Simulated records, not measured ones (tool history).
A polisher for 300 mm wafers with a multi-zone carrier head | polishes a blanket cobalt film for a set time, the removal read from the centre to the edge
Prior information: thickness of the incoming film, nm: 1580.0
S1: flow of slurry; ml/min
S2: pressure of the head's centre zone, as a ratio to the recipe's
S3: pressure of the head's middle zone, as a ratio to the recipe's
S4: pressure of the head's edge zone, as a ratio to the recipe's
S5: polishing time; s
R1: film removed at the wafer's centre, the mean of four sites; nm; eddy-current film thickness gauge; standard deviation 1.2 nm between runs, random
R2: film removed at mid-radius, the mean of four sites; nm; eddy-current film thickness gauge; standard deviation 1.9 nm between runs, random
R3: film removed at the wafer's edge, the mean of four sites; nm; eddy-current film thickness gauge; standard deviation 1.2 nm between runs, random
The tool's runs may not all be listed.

run    day   S1    S2    S3    S4  S5       R1       R2       R3
  1  0.000  300  1.00  1.00  1.00  49  102.740  102.600   95.480
  2  0.208  300  1.00  1.00  1.00  43   88.269   91.690   84.076
  3  0.308  300  1.00  1.08  1.00  43   89.463   96.892   84.337
  4  0.442  365  1.00  1.08  1.00  43   89.979   98.885   86.545
  5  0.767  380  0.97  1.11  1.04  47   96.022  110.950   94.693
  6  1.004  395  0.93  1.10  1.08  51  103.810  117.680  107.810
  7  1.350  400  0.90  1.13  1.09  53  103.990  126.870  108.600
  8  1.538  400  0.90  1.13  1.09  53  102.670  130.760  112.450
  9  1.567  400  0.89  1.13  1.11  54  103.630  131.000  114.130
 10  1.638  405  0.89  1.14  1.13  55  103.900  131.620  116.600
 11  1.942  410  0.88  1.14  1.14  56  104.890  136.520  118.120

For run 12, what comes out?
 12  2.242  415  0.87  1.13  1.15  57   ?   ?   ?

For run 12 the tool returned R1 106.130 nm, R2 136.980 nm, R3 121.320 nm.
